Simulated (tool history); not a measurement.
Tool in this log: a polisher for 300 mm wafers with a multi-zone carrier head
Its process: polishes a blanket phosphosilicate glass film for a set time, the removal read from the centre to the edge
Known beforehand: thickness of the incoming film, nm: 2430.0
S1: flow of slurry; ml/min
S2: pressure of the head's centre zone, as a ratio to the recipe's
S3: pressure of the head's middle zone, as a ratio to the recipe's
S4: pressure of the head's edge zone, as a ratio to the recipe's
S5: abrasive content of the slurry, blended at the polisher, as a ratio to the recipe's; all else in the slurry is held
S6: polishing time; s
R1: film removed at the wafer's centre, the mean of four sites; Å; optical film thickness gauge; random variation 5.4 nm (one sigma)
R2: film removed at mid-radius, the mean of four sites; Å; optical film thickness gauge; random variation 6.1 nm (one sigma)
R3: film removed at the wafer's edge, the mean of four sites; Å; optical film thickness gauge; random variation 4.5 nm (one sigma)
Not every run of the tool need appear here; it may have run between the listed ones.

| run | hour | S1 | S2 | S3 | S4 | S5 | S6 | R1 | R2 | R3 |
|---|---|---|---|---|---|---|---|---|---|---|
| 1 | 0.0 | 165 | 1.00 | 1.00 | 1.00 | 1.00 | 53 | 6036.3 | 6023.0 | 6145.3 |
| 2 | 3.0 | 165 | 1.00 | 1.00 | 1.05 | 1.00 | 53 | 6043.7 | 6059.3 | 6308.0 |
| 3 | 8.9 | 160 | 1.02 | 1.06 | 0.98 | 0.90 | 53 | 6093.9 | 6292.4 | 5765.3 |
| 4 | 14.8 | 160 | 1.02 | 0.99 | 0.98 | 0.90 | 53 | 5868.9 | 5804.8 | 5722.5 |
| 5 | 22.9 | 160 | 1.05 | 0.99 | 0.98 | 0.90 | 53 | 6254.0 | 5787.6 | 5829.2 |
| 6 | 31.8 | 150 | 1.04 | 1.02 | 0.93 | 0.85 | 53 | 6014.2 | 5748.4 | 5480.6 |
| 7 | 39.7 | 145 | 1.03 | 1.05 | 0.90 | 0.80 | 53 | 5658.5 | 5867.7 | 5340.6 |

Expected results for the next run?
| 8 | 40.6 | 165 | 1.13 | 1.14 | 0.81 | 0.60 | 52 | ? | ? | ? |

{"run 8": {"R1": 5849.9, "R2": 5706.1, "R3": 4674.3}}

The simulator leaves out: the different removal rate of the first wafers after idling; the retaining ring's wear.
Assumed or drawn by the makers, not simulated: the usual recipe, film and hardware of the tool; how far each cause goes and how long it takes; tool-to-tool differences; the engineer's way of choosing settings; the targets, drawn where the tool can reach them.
